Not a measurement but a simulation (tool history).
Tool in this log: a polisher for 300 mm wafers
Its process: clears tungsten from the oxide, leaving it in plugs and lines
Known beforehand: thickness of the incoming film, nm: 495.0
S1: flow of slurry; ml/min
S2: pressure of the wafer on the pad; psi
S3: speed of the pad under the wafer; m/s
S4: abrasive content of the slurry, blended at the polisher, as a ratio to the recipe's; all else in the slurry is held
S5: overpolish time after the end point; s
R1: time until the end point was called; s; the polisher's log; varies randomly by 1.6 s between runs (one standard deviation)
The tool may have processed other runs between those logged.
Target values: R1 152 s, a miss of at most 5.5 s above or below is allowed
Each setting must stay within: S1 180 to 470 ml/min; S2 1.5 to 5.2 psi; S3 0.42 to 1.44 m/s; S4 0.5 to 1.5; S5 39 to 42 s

{"run": 1, "hour": 0.0, "S1": 300, "S2": 3.3, "S3": 0.92, "S4": 1, "S5": 39, "R1": 114.79}
{"run": 2, "hour": 6.1, "S1": 300, "S2": 3.2, "S3": 0.92, "S4": 1, "S5": 39, "R1": 119.69}
{"run": 3, "hour": 13.2, "S1": 300, "S2": 3.2, "S3": 0.92, "S4": 1, "S5": 42, "R1": 118.95}
{"run": 4, "hour": 19.1, "S1": 300, "S2": 3.2, "S3": 0.92, "S4": 1.2, "S5": 42, "R1": 115.19}
{"run": 5, "hour": 22.8, "S1": 300, "S2": 3.1, "S3": 0.92, "S4": 1.2, "S5": 42, "R1": 117.09}
{"run": 6, "hour": 29.6, "S1": 270, "S2": 3.1, "S3": 0.92, "S4": 1.2, "S5": 42, "R1": 120.74}
{"run": 7, "hour": 34.2, "S1": 265, "S2": 3, "S3": 0.92, "S4": 1.2, "S5": 42, "R1": 123.81}
{"run": 8, "hour": 37.2, "S1": 265, "S2": 2.9, "S3": 0.92, "S4": 1.2, "S5": 42, "R1": 127.54}
{"run": 9, "hour": 39.7, "S1": 265, "S2": 2.8, "S3": 0.92, "S4": 1.2, "S5": 42, "R1": 131.79}
{"run": 10, "hour": 44.5, "S1": 265, "S2": 2.7, "S3": 0.92, "S4": 1.2, "S5": 42, "R1": 136.22}

Below are 4 possible settings for the next run. Only one of them brings all results inside the allowed miss of their targets. Which is it?
{"run": "A", "hour": 49.3, "S1": 235, "S2": 3.2, "S3": 0.92, "S4": 1.2, "S5": 42, "R1": "?"}
{"run": "B", "hour": 49.3, "S1": 230, "S2": 2.7, "S3": 1.06, "S4": 1.2, "S5": 42, "R1": "?"}
{"run": "C", "hour": 49.3, "S1": 260, "S2": 2.9, "S3": 1.02, "S4": 1.3, "S5": 42, "R1": "?"}
{"run": "D", "hour": 49.3, "S1": 250, "S2": 2.9, "S3": 0.76, "S4": 1.25, "S5": 40, "R1": "?"}

move=A R1=116.73
move=B R1=121.09
move=C R1=113.46
move=D R1=150.16
A: moves away from the targets compared with the last run
B: moves away from the targets compared with the last run
C: moves away from the targets compared with the last run
D: all results land within tolerance of their targets
Go with D: it meets all targets.
